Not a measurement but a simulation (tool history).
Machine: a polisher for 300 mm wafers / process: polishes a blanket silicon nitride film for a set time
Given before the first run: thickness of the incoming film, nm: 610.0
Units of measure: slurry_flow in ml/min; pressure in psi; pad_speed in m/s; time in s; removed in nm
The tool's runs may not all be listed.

run 1 hour=0.0 | slurry_flow=255 pressure=3.1 pad_speed=1.04 time=55 | removed=70.480
run 2 hour=2.7 | slurry_flow=255 pressure=3.4 pad_speed=1.04 time=55 | removed=75.427
run 3 hour=9.9 | slurry_flow=255 pressure=3.1 pad_speed=1.04 time=55 | removed=73.116
run 4 hour=18.5 | slurry_flow=255 pressure=3.4 pad_speed=1.08 time=55 | removed=77.385
run 5 hour=23.8 | slurry_flow=255 pressure=3.4 pad_speed=0.96 time=55 | removed=71.899
-- hour=28.9 worn pad replaced by a new one
run 6 hour=28.9 | slurry_flow=285 pressure=3.4 pad_speed=0.96 time=55 | removed=79.145
run 7 hour=36.6 | slurry_flow=305 pressure=3.5 pad_speed=0.96 time=55 | removed=81.301
run 8 hour=43.4 | slurry_flow=315 pressure=3.7 pad_speed=0.96 time=55 | removed=84.379
run 9 hour=47.9 | slurry_flow=315 pressure=3.7 pad_speed=0.96 time=55 | removed=83.680
run 10 hour=55.1 | slurry_flow=315 pressure=4.6 pad_speed=1.00 time=55 | removed=105.070
run 11 hour=60.8 | slurry_flow=325 pressure=4.7 pad_speed=1.02 time=55 | removed=104.890
run 12 hour=64.6 | slurry_flow=330 pressure=4.7 pad_speed=1.06 time=55 | removed=110.010

Run 13 is up next; what results do you expect?
run 13 hour=72.3 | slurry_flow=335 pressure=4.7 pad_speed=1.08 time=55 | removed=?

Run 13 yielded removed 112.140 nm.
